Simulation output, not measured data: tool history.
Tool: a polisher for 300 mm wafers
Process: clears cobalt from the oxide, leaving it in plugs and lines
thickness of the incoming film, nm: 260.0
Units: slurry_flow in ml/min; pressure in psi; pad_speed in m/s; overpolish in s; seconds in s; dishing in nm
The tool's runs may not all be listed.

run  hour  slurry_flow  pressure  pad_speed  overpolish  seconds  dishing
  1   0.0          215       2.5       1.24          16   40.768   58.527
  2   2.9          220       2.9       1.24          16   35.219   61.775
  3   5.5          220       2.9       0.96          16   45.031   55.478
  4   9.8          225       3.2       1.06          16   36.860   61.369
  5  11.2          225       3.4       1.12          16   32.492   64.804
  6  18.1          225       3.7       1.12          16   30.141   65.230
  7  20.6          235       3.8       1.18          16   27.770   67.290
  8  27.3          235       3.8       1.24          16   27.092   69.267
  9  35.6          235       3.8       1.30          16   25.709   68.924

The next listed run, before its measurement:
 10  38.0          235       3.8       1.34          16        ?        ?

seconds: 24.564 s
dishing: 70.473 nm
